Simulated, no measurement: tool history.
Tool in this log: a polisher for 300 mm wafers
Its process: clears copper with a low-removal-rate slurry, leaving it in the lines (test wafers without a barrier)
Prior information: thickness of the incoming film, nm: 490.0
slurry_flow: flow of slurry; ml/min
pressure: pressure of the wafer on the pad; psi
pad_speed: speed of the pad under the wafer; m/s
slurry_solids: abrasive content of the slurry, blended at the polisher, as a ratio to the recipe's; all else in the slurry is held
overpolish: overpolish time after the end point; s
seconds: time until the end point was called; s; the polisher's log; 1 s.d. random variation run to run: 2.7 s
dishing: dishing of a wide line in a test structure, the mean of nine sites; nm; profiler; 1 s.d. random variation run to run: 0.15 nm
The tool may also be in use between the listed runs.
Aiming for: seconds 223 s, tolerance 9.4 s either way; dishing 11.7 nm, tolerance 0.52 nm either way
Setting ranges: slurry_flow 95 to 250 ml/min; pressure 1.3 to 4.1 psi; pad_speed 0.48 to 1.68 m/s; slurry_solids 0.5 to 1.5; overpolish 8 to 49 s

run 1 hour=0 | slurry_flow=160 pressure=2.7 pad_speed=1.08 slurry_solids=1 overpolish=25 | seconds=171.62 dishing=12.81
run 2 hour=7.1 | slurry_flow=160 pressure=3.2 pad_speed=1.08 slurry_solids=1 overpolish=25 | seconds=144.83 dishing=12.955
run 3 hour=13.6 | slurry_flow=195 pressure=3.2 pad_speed=1.08 slurry_solids=1 overpolish=25 | seconds=139.62 dishing=12.698
run 4 hour=21 | slurry_flow=195 pressure=2.8 pad_speed=1.08 slurry_solids=1 overpolish=25 | seconds=160.01 dishing=12.59
run 5 hour=28.3 | slurry_flow=155 pressure=2.8 pad_speed=1.08 slurry_solids=1 overpolish=25 | seconds=165.7 dishing=12.521
run 6 hour=36.2 | slurry_flow=155 pressure=2.7 pad_speed=1.08 slurry_solids=1 overpolish=23 | seconds=174.62 dishing=12.554
run 7 hour=44.8 | slurry_flow=150 pressure=2.1 pad_speed=1.06 slurry_solids=1 overpolish=11 | seconds=225.47 dishing=9.982
run 8 hour=50.6 | slurry_flow=150 pressure=2.1 pad_speed=1.06 slurry_solids=1 overpolish=13 | seconds=223.62 dishing=10.291
run 9 hour=59.5 | slurry_flow=150 pressure=2.1 pad_speed=1.06 slurry_solids=1 overpolish=14 | seconds=226.18 dishing=10.87
run 10 hour=60.1 | slurry_flow=150 pressure=2.1 pad_speed=1.06 slurry_solids=1 overpolish=15 | seconds=226.88 dishing=10.916

Exactly one of the 5 candidate moves below puts every result within its allowed miss. Which one?
run A hour=60.7 | slurry_flow=175 pressure=1.8 pad_speed=1.2 slurry_solids=0.85 overpolish=15 | seconds=? dishing=?
run B hour=60.7 | slurry_flow=140 pressure=2 pad_speed=1.08 slurry_solids=1.25 overpolish=18 | seconds=? dishing=?
run C hour=60.7 | slurry_flow=95 pressure=2 pad_speed=1.24 slurry_solids=1.1 overpolish=13 | seconds=? dishing=?
run D hour=60.7 | slurry_flow=140 pressure=2.2 pad_speed=1.04 slurry_solids=1 overpolish=13 | seconds=? dishing=?
run E hour=60.7 | slurry_flow=100 pressure=2.3 pad_speed=1.06 slurry_solids=1.15 overpolish=13 | seconds=? dishing=?

move=A seconds=234.75 dishing=10.679
move=B seconds=223.65 dishing=11.38
move=C seconds=223.11 dishing=10.407
move=D seconds=223.12 dishing=10.44
move=E seconds=221.14 dishing=10.487
A: its largest miss is bigger than the last run's
B: each result inside its tolerance
C: its largest miss is bigger than the last run's
D: its largest miss is bigger than the last run's
E: its largest miss is bigger than the last run's
The move that meets every target is B.
